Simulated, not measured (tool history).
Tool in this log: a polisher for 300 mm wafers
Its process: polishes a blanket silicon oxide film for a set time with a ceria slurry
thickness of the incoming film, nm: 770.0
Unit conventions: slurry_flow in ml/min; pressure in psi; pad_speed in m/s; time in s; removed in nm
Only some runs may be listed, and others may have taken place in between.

run 1 day=0.000 | slurry_flow=170 pressure=2.2 pad_speed=0.90 time=41 | removed=131.140
run 2 day=0.221 | slurry_flow=170 pressure=2.1 pad_speed=0.90 time=41 | removed=126.760
run 3 day=0.342 | slurry_flow=170 pressure=2.0 pad_speed=0.90 time=41 | removed=118.620
run 4 day=0.479 | slurry_flow=210 pressure=2.0 pad_speed=0.90 time=41 | removed=123.150
run 5 day=0.658 | slurry_flow=175 pressure=2.0 pad_speed=0.90 time=41 | removed=118.100
run 6 day=1.004 | slurry_flow=175 pressure=1.9 pad_speed=0.90 time=41 | removed=112.170
-- day=1.371 head pressure recalibrated
run 7 day=1.371 | slurry_flow=175 pressure=1.8 pad_speed=0.90 time=41 | removed=99.213
run 8 day=1.567 | slurry_flow=170 pressure=1.8 pad_speed=0.90 time=41 | removed=99.776
run 9 day=1.929 | slurry_flow=170 pressure=1.8 pad_speed=0.90 time=41 | removed=100.180
run 10 day=2.154 | slurry_flow=165 pressure=1.8 pad_speed=0.90 time=41 | removed=97.767
run 11 day=2.371 | slurry_flow=160 pressure=1.8 pad_speed=0.90 time=41 | removed=97.474
run 12 day=2.742 | slurry_flow=155 pressure=1.8 pad_speed=0.90 time=41 | removed=98.584

Run 13, settings as shown, results not yet in. Your forecast:
run 13 day=2.854 | slurry_flow=145 pressure=1.7 pad_speed=0.90 time=41 | removed=?

{"run 13": {"removed": 90.692}}
